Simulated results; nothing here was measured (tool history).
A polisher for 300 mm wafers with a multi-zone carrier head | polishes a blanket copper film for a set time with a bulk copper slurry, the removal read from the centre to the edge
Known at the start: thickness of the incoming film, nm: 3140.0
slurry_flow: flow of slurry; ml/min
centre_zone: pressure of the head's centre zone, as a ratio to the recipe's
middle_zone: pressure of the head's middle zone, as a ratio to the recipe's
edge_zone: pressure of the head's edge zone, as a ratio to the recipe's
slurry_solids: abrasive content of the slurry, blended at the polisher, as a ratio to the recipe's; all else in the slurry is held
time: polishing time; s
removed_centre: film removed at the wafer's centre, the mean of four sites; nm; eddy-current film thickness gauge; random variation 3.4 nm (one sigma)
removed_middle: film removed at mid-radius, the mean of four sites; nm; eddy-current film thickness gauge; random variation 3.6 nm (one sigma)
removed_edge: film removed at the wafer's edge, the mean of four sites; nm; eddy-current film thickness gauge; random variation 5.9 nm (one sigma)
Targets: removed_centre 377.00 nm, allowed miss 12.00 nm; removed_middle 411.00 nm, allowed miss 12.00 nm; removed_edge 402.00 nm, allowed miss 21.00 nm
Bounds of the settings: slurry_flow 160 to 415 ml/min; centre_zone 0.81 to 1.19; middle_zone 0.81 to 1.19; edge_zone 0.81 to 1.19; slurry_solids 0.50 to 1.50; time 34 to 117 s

| run | hour | slurry_flow | centre_zone | middle_zone | edge_zone | slurry_solids | time | removed_centre | removed_middle | removed_edge |
|---|---|---|---|---|---|---|---|---|---|---|
| 1 | 0.0 | 265 | 1.00 | 1.00 | 1.00 | 1.00 | 75 | 769.11 | 754.53 | 745.53 |
| 2 | 5.2 | 260 | 0.98 | 0.99 | 0.98 | 0.95 | 71 | 699.19 | 695.89 | 693.87 |
| 3 | 14.2 | 260 | 0.97 | 0.99 | 0.97 | 0.90 | 68 | 648.19 | 655.58 | 662.90 |
| 4 | 15.8 | 260 | 0.97 | 1.05 | 0.97 | 0.90 | 68 | 635.83 | 693.15 | 641.83 |
| 5 | 23.1 | 260 | 0.97 | 1.05 | 0.97 | 1.00 | 68 | 664.84 | 706.03 | 683.96 |
| 6 | 28.1 | 260 | 0.96 | 1.04 | 0.96 | 0.95 | 65 | 619.41 | 652.48 | 630.98 |
| 7 | 35.6 | 260 | 0.95 | 1.03 | 0.95 | 0.90 | 63 | 592.62 | 637.95 | 590.73 |
| 8 | 43.4 | 205 | 0.85 | 0.93 | 1.05 | 0.65 | 42 | 301.22 | 338.40 | 364.06 |
| 9 | 46.7 | 220 | 0.86 | 0.94 | 1.05 | 0.65 | 42 | 309.64 | 335.28 | 369.51 |
| 10 | 51.4 | 225 | 0.87 | 0.96 | 1.05 | 0.65 | 42 | 311.98 | 348.14 | 361.90 |
| 11 | 57.8 | 225 | 0.88 | 0.97 | 1.05 | 0.65 | 42 | 313.04 | 352.63 | 367.54 |
| 12 | 59.5 | 235 | 0.89 | 0.98 | 1.05 | 0.65 | 42 | 323.08 | 350.66 | 361.33 |
| 13 | 64.8 | 235 | 0.89 | 0.98 | 1.04 | 0.65 | 42 | 319.31 | 361.11 | 357.16 |
| 14 | 65.5 | 235 | 0.90 | 0.98 | 1.04 | 0.70 | 42 | 336.78 | 364.64 | 378.95 |
| 15 | 72.8 | 240 | 0.90 | 0.99 | 1.04 | 0.70 | 42 | 333.82 | 366.71 | 376.63 |

Which of these 4 next moves meets every target?
| A | 80.1 | 280 | 0.92 | 1.01 | 0.97 | 0.85 | 42 | ? | ? | ? |
| B | 80.1 | 160 | 0.84 | 0.91 | 1.11 | 1.45 | 42 | ? | ? | ? |
| C | 80.1 | 265 | 0.86 | 1.03 | 1.04 | 0.70 | 45 | ? | ? | ? |
| D | 80.1 | 300 | 0.85 | 0.99 | 0.97 | 0.50 | 53 | ? | ? | ? |

| move | removed_centre | removed_middle | removed_edge |
|---|---|---|---|
| A | 378.84 | 403.83 | 406.08 |
| B | 380.46 | 409.34 | 475.61 |
| C | 352.58 | 408.21 | 412.04 |
| D | 358.58 | 405.71 | 414.24 |
A: meets every target
B: brings the result that was furthest off to its target, and leaves another outside
C: brings the result that was furthest off to its target, and leaves another outside
D: brings the result that was furthest off to its target, and leaves another outside
The right move is A.
